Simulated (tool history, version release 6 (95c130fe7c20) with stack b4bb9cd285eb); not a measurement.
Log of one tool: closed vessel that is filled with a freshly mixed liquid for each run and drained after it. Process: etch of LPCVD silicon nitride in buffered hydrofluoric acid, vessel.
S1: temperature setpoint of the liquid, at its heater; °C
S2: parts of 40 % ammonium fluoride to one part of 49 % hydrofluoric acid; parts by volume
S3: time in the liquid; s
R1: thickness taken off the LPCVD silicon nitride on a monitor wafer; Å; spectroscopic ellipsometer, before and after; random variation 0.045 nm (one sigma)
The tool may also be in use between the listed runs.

| run | hour | S1 | S2 | S3 | R1 |
|---|---|---|---|---|---|
| 1 | 0.0 | 21.0 | 17.0 | 975 | 75.402 |
| 2 | 2.1 | 21.0 | 18.5 | 975 | 69.924 |
| 3 | 4.6 | 21.0 | 18.5 | 1055 | 75.388 |
| 4 | 11.8 | 18.0 | 18.5 | 1055 | 63.759 |
| 5 | 18.0 | 17.5 | 18.5 | 1055 | 61.339 |
| 6 | 25.4 | 20.5 | 18.5 | 1055 | 73.089 |
| 7 | 31.2 | 20.0 | 18.5 | 1055 | 71.050 |
| 8 | 35.4 | 19.5 | 18.5 | 1055 | 67.660 |
| 9 | 37.3 | 19.0 | 18.5 | 1055 | 66.870 |
| 10 | 42.1 | 18.5 | 18.5 | 1055 | 65.534 |

Forecast run 11:
| 11 | 48.6 | 18.0 | 18.5 | 1055 | ? |

R1: 63.133 Å

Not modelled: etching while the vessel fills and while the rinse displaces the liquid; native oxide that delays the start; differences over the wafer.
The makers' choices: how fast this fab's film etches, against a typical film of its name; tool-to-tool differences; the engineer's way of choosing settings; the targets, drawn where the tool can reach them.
